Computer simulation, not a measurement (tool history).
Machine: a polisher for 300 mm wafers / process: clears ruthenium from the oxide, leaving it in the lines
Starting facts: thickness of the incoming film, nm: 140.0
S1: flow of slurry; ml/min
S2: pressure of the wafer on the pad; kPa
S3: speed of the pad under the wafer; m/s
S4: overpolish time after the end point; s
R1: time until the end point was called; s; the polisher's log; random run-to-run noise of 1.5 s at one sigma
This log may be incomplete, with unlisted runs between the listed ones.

Run 1, hour 0.0: S1 220 ml/min, S2 13.8 kPa, S3 1.04 m/s, S4 25 s. Result: R1 103.270 s.
Run 2, hour 8.7: S1 220 ml/min, S2 13.8 kPa, S3 1.04 m/s, S4 25 s. Result: R1 102.160 s.
Run 3, hour 16.6: S1 220 ml/min, S2 16.5 kPa, S3 1.04 m/s, S4 25 s. Result: R1 87.928 s.
Run 4, hour 18.8: S1 220 ml/min, S2 16.5 kPa, S3 0.92 m/s, S4 25 s. Result: R1 98.918 s.
Run 5, hour 22.2: S1 220 ml/min, S2 15.9 kPa, S3 0.92 m/s, S4 25 s. Result: R1 101.450 s.
Run 6, hour 26.1: S1 220 ml/min, S2 15.2 kPa, S3 0.92 m/s, S4 25 s. Result: R1 106.240 s.
Run 7, hour 29.0: S1 220 ml/min, S2 14.5 kPa, S3 0.92 m/s, S4 25 s. Result: R1 111.450 s.

The next listed run, before its measurement:
Run 8, hour 31.9: S1 220 ml/min, S2 12.4 kPa, S3 0.92 m/s, S4 25 s. Result: R1 ?.

R1: 126.570 s

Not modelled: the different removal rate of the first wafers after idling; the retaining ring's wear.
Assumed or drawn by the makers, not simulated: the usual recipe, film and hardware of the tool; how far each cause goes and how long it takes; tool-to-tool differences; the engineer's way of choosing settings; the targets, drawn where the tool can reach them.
